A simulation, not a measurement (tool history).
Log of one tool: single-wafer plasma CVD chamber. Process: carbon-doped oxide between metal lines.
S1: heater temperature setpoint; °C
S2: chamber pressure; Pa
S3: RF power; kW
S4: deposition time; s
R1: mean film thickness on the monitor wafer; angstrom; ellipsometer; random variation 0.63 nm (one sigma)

Run 1, hour 0.0: S1 330 °C, S2 819 Pa, S3 0.535 kW, S4 22.3 s. Result: R1 1456.0 angstrom.
Run 2, hour 0.7: S1 330 °C, S2 819 Pa, S3 0.535 kW, S4 22.3 s. Result: R1 1450.2 angstrom.
Run 3, hour 7.7: S1 321 °C, S2 819 Pa, S3 0.535 kW, S4 22.3 s. Result: R1 1500.1 angstrom.
Run 4, hour 14.2: S1 321 °C, S2 819 Pa, S3 0.535 kW, S4 22.3 s. Result: R1 1494.5 angstrom.
Run 5, hour 18.3: S1 327 °C, S2 775 Pa, S3 0.525 kW, S4 22.3 s. Result: R1 1439.8 angstrom.
Run 6, hour 20.9: S1 327 °C, S2 775 Pa, S3 0.525 kW, S4 22.3 s. Result: R1 1424.9 angstrom.
Run 7, hour 29.9: S1 330 °C, S2 756 Pa, S3 0.525 kW, S4 22.3 s. Result: R1 1419.9 angstrom.

Run 8 comes next. What will it give?
Run 8, hour 33.8: S1 333 °C, S2 732 Pa, S3 0.520 kW, S4 22.3 s. Result: R1 ?.

{"run 8": {"R1": 1392.0}}

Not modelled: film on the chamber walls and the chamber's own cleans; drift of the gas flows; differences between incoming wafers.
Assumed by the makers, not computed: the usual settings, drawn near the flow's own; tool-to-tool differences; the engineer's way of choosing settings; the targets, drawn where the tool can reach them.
